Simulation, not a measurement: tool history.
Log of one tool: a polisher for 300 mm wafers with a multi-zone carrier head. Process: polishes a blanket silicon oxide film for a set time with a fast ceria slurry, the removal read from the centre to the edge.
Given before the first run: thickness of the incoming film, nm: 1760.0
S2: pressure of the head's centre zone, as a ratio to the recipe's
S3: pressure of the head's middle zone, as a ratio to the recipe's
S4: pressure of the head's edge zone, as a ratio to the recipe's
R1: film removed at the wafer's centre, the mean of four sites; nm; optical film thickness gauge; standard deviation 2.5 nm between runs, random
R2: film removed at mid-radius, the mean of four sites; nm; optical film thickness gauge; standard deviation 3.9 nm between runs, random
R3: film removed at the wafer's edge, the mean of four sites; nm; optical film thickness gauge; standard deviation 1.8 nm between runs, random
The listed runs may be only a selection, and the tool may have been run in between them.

Run 1, day 0: flow of slurry (ml/min) 160, S2 1, S3 1, S4 1, polishing time (s) 73. Result: R1 446.19 nm, R2 440.14 nm, R3 432.56 nm.
Run 2, day 0.221: flow of slurry (ml/min) 160, S2 1.03, S3 1, S4 1, polishing time (s) 73. Result: R1 445.21 nm, R2 454.37 nm, R3 434.97 nm.
Run 3, day 0.338: flow of slurry (ml/min) 160, S2 1.03, S3 1, S4 1, polishing time (s) 84. Result: R1 511.45 nm, R2 517.97 nm, R3 495.82 nm.
Run 4, day 0.708: flow of slurry (ml/min) 160, S2 1.08, S3 1, S4 1, polishing time (s) 84. Result: R1 539.97 nm, R2 507.49 nm, R3 502.11 nm.
Run 5, day 1.004: flow of slurry (ml/min) 160, S2 1.08, S3 1, S4 1, polishing time (s) 91. Result: R1 579.85 nm, R2 565.39 nm, R3 547.15 nm.
Run 6, day 1.196: flow of slurry (ml/min) 160, S2 1.08, S3 1, S4 1, polishing time (s) 81. Result: R1 520.32 nm, R2 488.82 nm, R3 490.12 nm.
Run 7, day 1.479: flow of slurry (ml/min) 145, S2 1, S3 0.99, S4 0.98, polishing time (s) 70. Result: R1 415.34 nm, R2 420.22 nm, R3 408.42 nm.
Run 8, day 1.608: flow of slurry (ml/min) 135, S2 0.95, S3 0.99, S4 0.96, polishing time (s) 62. Result: R1 342.78 nm, R2 365.28 nm, R3 354.47 nm.

The next listed run, before its measurement:
Run 9, day 1.854: flow of slurry (ml/min) 130, S2 0.92, S3 0.99, S4 0.92, polishing time (s) 58. Result: R1 ?, R2 ?, R3 ?.

R1: 314.4 nm
R2: 341.72 nm
R3: 331.04 nm
